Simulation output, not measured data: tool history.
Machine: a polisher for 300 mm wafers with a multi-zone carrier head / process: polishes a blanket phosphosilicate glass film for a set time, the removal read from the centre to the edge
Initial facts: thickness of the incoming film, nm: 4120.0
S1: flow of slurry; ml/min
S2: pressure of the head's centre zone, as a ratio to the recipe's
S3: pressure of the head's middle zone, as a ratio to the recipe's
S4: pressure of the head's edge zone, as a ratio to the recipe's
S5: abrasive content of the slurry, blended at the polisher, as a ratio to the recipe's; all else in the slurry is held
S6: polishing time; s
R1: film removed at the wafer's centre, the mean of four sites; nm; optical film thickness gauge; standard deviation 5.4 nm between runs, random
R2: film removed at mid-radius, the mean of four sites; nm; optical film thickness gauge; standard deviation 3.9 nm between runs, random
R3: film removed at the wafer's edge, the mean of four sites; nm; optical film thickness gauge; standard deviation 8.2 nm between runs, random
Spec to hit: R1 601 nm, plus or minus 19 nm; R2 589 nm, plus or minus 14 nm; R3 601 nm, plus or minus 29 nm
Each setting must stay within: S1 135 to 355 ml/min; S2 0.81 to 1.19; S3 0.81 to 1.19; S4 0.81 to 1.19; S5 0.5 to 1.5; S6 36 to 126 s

{"run": 1, "hour": 0.0, "S1": 225, "S2": 1, "S3": 1, "S4": 1, "S5": 1, "S6": 81, "R1": 513, "R2": 520.15, "R3": 511.66}
{"run": 2, "hour": 2.6, "S1": 225, "S2": 1, "S3": 1, "S4": 1, "S5": 1.15, "S6": 81, "R1": 535.53, "R2": 546.21, "R3": 554.36}
{"run": 3, "hour": 8.2, "S1": 250, "S2": 1, "S3": 1, "S4": 1, "S5": 1.15, "S6": 81, "R1": 538.45, "R2": 556.14, "R3": 549.8}
{"run": 4, "hour": 14.9, "S1": 250, "S2": 1, "S3": 1, "S4": 1, "S5": 1.15, "S6": 61, "R1": 413.57, "R2": 421.01, "R3": 417.86}
{"run": 5, "hour": 17.5, "S1": 245, "S2": 1.02, "S3": 1.01, "S4": 1.02, "S5": 1.2, "S6": 62, "R1": 433.72, "R2": 431.74, "R3": 426.04}
{"run": 6, "hour": 22.9, "S1": 245, "S2": 1.02, "S3": 1.01, "S4": 1.02, "S5": 1.25, "S6": 64, "R1": 453.8, "R2": 455.75, "R3": 455.6}
{"run": 7, "hour": 24.5, "S1": 240, "S2": 1.03, "S3": 1.02, "S4": 1.03, "S5": 1.3, "S6": 65, "R1": 467.64, "R2": 471.27, "R3": 469.38}
{"run": 8, "hour": 31.4, "S1": 235, "S2": 1.04, "S3": 1.02, "S4": 1.04, "S5": 1.35, "S6": 66, "R1": 479.24, "R2": 481.84, "R3": 473.96}
{"run": 9, "hour": 39.0, "S1": 240, "S2": 1.04, "S3": 1.02, "S4": 1.05, "S5": 1.35, "S6": 67, "R1": 496.53, "R2": 488.2, "R3": 483.85}
{"run": 10, "hour": 40.0, "S1": 240, "S2": 1.04, "S3": 1.02, "S4": 1.05, "S5": 1.35, "S6": 68, "R1": 496.06, "R2": 497.25, "R3": 500.19}
{"run": 11, "hour": 43.1, "S1": 285, "S2": 1.12, "S3": 1.08, "S4": 1.15, "S5": 1.5, "S6": 71, "R1": 595.99, "R2": 563.05, "R3": 577.88}

Exercise: of the 4 proposed moves below, exactly one satisfies all targets within the stated allowed misses. Which move is it?
{"run": "A", "hour": 46.2, "S1": 315, "S2": 1.14, "S3": 1.07, "S4": 1.15, "S5": 1.5, "S6": 67, "R1": "?", "R2": "?", "R3": "?"}
{"run": "B", "hour": 46.2, "S1": 225, "S2": 1.13, "S3": 1.12, "S4": 1.01, "S5": 1.5, "S6": 74, "R1": "?", "R2": "?", "R3": "?"}
{"run": "C", "hour": 46.2, "S1": 260, "S2": 1.1, "S3": 1.09, "S4": 1.19, "S5": 1.5, "S6": 74, "R1": "?", "R2": "?", "R3": "?"}
{"run": "D", "hour": 46.2, "S1": 290, "S2": 1.1, "S3": 0.99, "S4": 1.19, "S5": 1.4, "S6": 75, "R1": "?", "R2": "?", "R3": "?"}

move=A R1=579.25 R2=542.17 R3=537.98
move=B R1=608.8 R2=592.41 R3=549.56
move=C R1=603.99 R2=593.48 R3=593.31
move=D R1=605.41 R2=563.3 R3=593.13
A: its largest miss is bigger than the last run's
B: puts the biggest miss on target and leaves a different result outside tolerance
C: each result inside its tolerance
D: as far off as the last run
The move that meets every target is C.
